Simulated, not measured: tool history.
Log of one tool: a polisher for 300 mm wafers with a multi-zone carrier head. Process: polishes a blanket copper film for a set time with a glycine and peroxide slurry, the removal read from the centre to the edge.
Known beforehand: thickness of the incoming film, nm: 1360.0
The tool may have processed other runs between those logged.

run	hour	flow of slurry (ml/min)	pressure of the head's centre zone	pressure of the head's middle zone	pressure of the head's edge zone	polishing time (s)	film removed at the wafer's centre (Å)	film removed at mid-radius (Å)	film removed at the wafer's edge (Å)
1	0.0	275	1.00	1.00	1.00	30	972.95	968.47	953.60
2	4.6	275	1.00	1.00	1.05	30	992.67	966.84	985.23
3	11.2	275	0.99	1.00	1.02	28	904.69	898.63	910.43
4	12.9	300	0.99	1.00	1.02	28	910.38	910.76	913.88
5	14.3	300	0.99	0.92	1.02	28	912.26	863.34	911.78
6	18.6	300	0.98	0.93	0.99	27	865.40	822.37	873.54
# hour 24.6: edge zone pressure recalibrated
7	24.6	300	0.97	0.96	0.97	26	846.41	804.97	835.96
8	31.9	300	0.95	0.99	0.95	25	787.95	805.42	807.39
9	39.8	300	0.94	1.00	0.93	24	737.18	787.11	771.58
10	44.8	300	0.94	1.01	0.92	23	711.99	744.96	745.44
11	49.9	295	0.91	1.11	0.82	15	451.55	537.90	438.17
12	57.9	295	0.91	1.11	0.82	15	452.99	526.98	445.98
13	66.7	300	0.92	1.11	0.85	15	456.32	545.05	456.98

For run 14, what comes out?
14	70.7	310	0.93	1.11	0.87	15	?	?	?

Run 14 measured film removed at the wafer's centre (Å) 458.85, film removed at mid-radius (Å) 526.36, film removed at the wafer's edge (Å) 470.25.
